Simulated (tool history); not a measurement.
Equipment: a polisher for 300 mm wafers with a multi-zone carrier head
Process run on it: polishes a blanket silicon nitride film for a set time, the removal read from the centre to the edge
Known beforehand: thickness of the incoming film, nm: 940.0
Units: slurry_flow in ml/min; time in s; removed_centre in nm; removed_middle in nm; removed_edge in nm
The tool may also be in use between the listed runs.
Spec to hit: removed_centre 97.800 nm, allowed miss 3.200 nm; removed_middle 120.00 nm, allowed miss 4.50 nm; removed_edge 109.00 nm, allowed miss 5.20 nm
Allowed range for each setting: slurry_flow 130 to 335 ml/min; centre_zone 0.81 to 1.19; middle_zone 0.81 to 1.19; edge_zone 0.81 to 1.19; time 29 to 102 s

run	hour	slurry_flow	centre_zone	middle_zone	edge_zone	time	removed_centre	removed_middle	removed_edge
1	0.0	215	1.00	1.00	1.00	65	126.340	131.98	129.33
2	3.6	255	1.00	1.00	1.00	65	128.820	134.10	128.10
3	8.4	255	1.00	1.00	1.00	80	160.380	164.66	161.33
4	9.1	255	0.94	1.00	1.00	80	152.010	163.00	159.34
5	15.6	255	0.90	1.00	0.98	74	132.020	153.24	146.31
6	17.8	265	0.89	0.99	0.96	69	123.750	141.13	133.61
7	21.0	265	0.87	0.99	0.94	66	115.160	137.46	129.76
8	27.1	265	0.87	0.99	0.94	66	116.730	135.57	132.16
9	29.9	275	0.87	1.01	0.94	62	108.940	131.39	120.55
10	34.4	275	0.87	1.01	0.94	60	104.580	127.63	115.01
11	35.7	275	0.87	1.01	0.94	59	105.550	124.49	117.38
12	43.9	275	0.87	1.02	0.93	58	100.830	123.54	113.41

Below are 5 possible settings for the next run. Only one of them brings all results inside the allowed miss of their targets. Which is it?
A	52.1	290	0.86	1.04	0.92	56	?	?	?
B	52.1	265	0.86	1.00	0.93	60	?	?	?
C	52.1	335	0.97	1.07	1.12	54	?	?	?
D	52.1	235	0.91	1.03	0.99	58	?	?	?
E	52.1	225	0.89	0.98	0.83	59	?	?	?

move	removed_centre	removed_middle	removed_edge
A	98.465	118.52	108.97
B	104.490	122.69	116.55
C	108.700	117.85	115.21
D	105.530	119.44	114.50
E	104.400	117.08	108.31
A: every result within its allowed miss
B: further off than the last run
C: further off than the last run
D: further off than the last run
E: further off than the last run
Go with A: it meets all targets.
